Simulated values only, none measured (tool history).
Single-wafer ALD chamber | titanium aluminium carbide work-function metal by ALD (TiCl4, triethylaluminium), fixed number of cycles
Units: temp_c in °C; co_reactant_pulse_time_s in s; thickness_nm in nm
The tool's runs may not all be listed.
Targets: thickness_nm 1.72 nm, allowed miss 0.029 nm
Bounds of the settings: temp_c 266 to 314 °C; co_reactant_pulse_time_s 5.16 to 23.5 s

Run 1, day 0: temp_c 290 °C, co_reactant_pulse_time_s 14.33 s. Result: thickness_nm 1.9128 nm.
Run 2, day 0.129: temp_c 283 °C, co_reactant_pulse_time_s 13.68 s. Result: thickness_nm 1.84 nm.
Run 3, day 0.471: temp_c 290 °C, co_reactant_pulse_time_s 13.68 s. Result: thickness_nm 1.9089 nm.
Run 4, day 0.633: temp_c 290 °C, co_reactant_pulse_time_s 12.29 s. Result: thickness_nm 1.8901 nm.
Run 5, day 0.829: temp_c 297 °C, co_reactant_pulse_time_s 12.29 s. Result: thickness_nm 1.9578 nm.
Run 6, day 0.996: temp_c 303 °C, co_reactant_pulse_time_s 12.29 s. Result: thickness_nm 2.0141 nm.
Run 7, day 1.117: temp_c 291 °C, co_reactant_pulse_time_s 9 s. Result: thickness_nm 1.8343 nm.
Run 8, day 1.183: temp_c 288 °C, co_reactant_pulse_time_s 8.64 s. Result: thickness_nm 1.7887 nm.
Run 9, day 1.379: temp_c 286 °C, co_reactant_pulse_time_s 8.46 s. Result: thickness_nm 1.7657 nm.
Run 10, day 1.708: temp_c 285 °C, co_reactant_pulse_time_s 8.34 s. Result: thickness_nm 1.7579 nm.

Which of these 5 next moves meets every target?
Run A, day 2.038: temp_c 282 °C, co_reactant_pulse_time_s 6.45 s. Result: thickness_nm ?.
Run B, day 2.038: temp_c 272 °C, co_reactant_pulse_time_s 8.94 s. Result: thickness_nm ?.
Run C, day 2.038: temp_c 277 °C, co_reactant_pulse_time_s 7.48 s. Result: thickness_nm ?.
Run D, day 2.038: temp_c 273 °C, co_reactant_pulse_time_s 8.34 s. Result: thickness_nm ?.
Run E, day 2.038: temp_c 276 °C, co_reactant_pulse_time_s 9.62 s. Result: thickness_nm ?.

move  thickness_nm
   A        1.6566
   B        1.6671
   C        1.6617
   D        1.6579
   E        1.7206
A: takes the result that was furthest off past its target
B: takes the result that was furthest off past its target
C: takes the result that was furthest off past its target
D: takes the result that was furthest off past its target
E: meets every target
Answer: E
